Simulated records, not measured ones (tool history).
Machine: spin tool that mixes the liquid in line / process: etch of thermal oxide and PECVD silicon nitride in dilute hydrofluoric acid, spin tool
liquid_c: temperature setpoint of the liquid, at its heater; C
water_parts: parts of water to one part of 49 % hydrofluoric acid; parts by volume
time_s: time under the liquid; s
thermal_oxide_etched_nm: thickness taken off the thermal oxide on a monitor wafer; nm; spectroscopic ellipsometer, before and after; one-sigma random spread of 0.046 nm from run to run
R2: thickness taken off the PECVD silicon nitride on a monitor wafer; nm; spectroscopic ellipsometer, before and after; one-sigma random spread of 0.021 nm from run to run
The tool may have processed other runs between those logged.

Run 1, hour 0: liquid_c 22 C, water_parts 55 parts by volume, time_s 85 s. Result: thermal_oxide_etched_nm 6.8443 nm, R2 2.3728 nm.
Run 2, hour 4: liquid_c 22 C, water_parts 55 parts by volume, time_s 100 s. Result: thermal_oxide_etched_nm 7.995 nm, R2 2.8537 nm.
Run 3, hour 6.8: liquid_c 20.5 C, water_parts 55 parts by volume, time_s 100 s. Result: thermal_oxide_etched_nm 7.466 nm, R2 2.5545 nm.
Run 4, hour 13.6: liquid_c 20.5 C, water_parts 55 parts by volume, time_s 115 s. Result: thermal_oxide_etched_nm 8.6135 nm, R2 2.8868 nm.
At hour 14.4: hydrofluoric acid flow meter replaced.
Run 5, hour 14.4: liquid_c 19.5 C, water_parts 55 parts by volume, time_s 115 s. Result: thermal_oxide_etched_nm 9.0883 nm, R2 3.0674 nm.
Run 6, hour 19.4: liquid_c 18.5 C, water_parts 60 parts by volume, time_s 115 s. Result: thermal_oxide_etched_nm 7.9337 nm, R2 2.5742 nm.
Run 7, hour 25.7: liquid_c 18.5 C, water_parts 60 parts by volume, time_s 115 s. Result: thermal_oxide_etched_nm 7.9715 nm, R2 2.588 nm.
Run 8, hour 32.2: liquid_c 18.5 C, water_parts 60 parts by volume, time_s 115 s. Result: thermal_oxide_etched_nm 8.0273 nm, R2 2.5634 nm.

Expected results for the next run?
Run 9, hour 39.9: liquid_c 18.5 C, water_parts 65 parts by volume, time_s 115 s. Result: thermal_oxide_etched_nm ?, R2 ?.

{"run 9": {"thermal_oxide_etched_nm": 7.2132, "R2": 2.3435}}

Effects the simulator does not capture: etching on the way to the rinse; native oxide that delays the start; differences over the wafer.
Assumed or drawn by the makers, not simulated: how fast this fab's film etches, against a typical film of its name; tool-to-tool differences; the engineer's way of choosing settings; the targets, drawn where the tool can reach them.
